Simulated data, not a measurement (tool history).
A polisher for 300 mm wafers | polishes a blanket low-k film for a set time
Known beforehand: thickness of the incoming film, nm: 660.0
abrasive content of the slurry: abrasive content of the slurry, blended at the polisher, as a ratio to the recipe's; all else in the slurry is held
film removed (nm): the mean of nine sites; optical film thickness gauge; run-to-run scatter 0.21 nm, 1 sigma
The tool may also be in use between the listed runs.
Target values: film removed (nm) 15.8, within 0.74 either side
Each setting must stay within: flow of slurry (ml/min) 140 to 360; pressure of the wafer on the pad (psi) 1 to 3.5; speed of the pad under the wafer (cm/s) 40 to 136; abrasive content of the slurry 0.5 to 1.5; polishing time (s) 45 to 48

run	hour	flow of slurry (ml/min)	pressure of the wafer on the pad (psi)	speed of the pad under the wafer (cm/s)	abrasive content of the slurry	polishing time (s)	film removed (nm)
1	0	230	2.2	88	1	45	21.842
2	7.4	230	2.1	88	1	45	21.686
3	14.2	180	2.1	88	1	45	20.319
4	17.5	180	2.1	88	1	45	20.253
5	20.7	180	2	88	1	45	19.82
6	22.8	180	1.9	88	1	45	18.683
7	25.8	180	1.8	88	1	45	17.995
8	27.8	180	1.7	88	1	45	16.619

Which of these 5 next moves meets every target?
A	29.8	140	1.8	82	1.4	45	?
B	29.8	190	1.6	96	1.15	45	?
C	29.8	195	1.5	98	1.1	45	?
D	29.8	140	1.7	78	1	47	?
E	29.8	150	1.8	88	1.05	46	?

move	film removed (nm)
A	18.679
B	18.453
C	17.467
D	15.513
E	18.046
A: moves away from the targets compared with the last run
B: moves away from the targets compared with the last run
C: moves away from the targets compared with the last run
D: all results in spec
E: moves away from the targets compared with the last run
Go with D: it meets all targets.

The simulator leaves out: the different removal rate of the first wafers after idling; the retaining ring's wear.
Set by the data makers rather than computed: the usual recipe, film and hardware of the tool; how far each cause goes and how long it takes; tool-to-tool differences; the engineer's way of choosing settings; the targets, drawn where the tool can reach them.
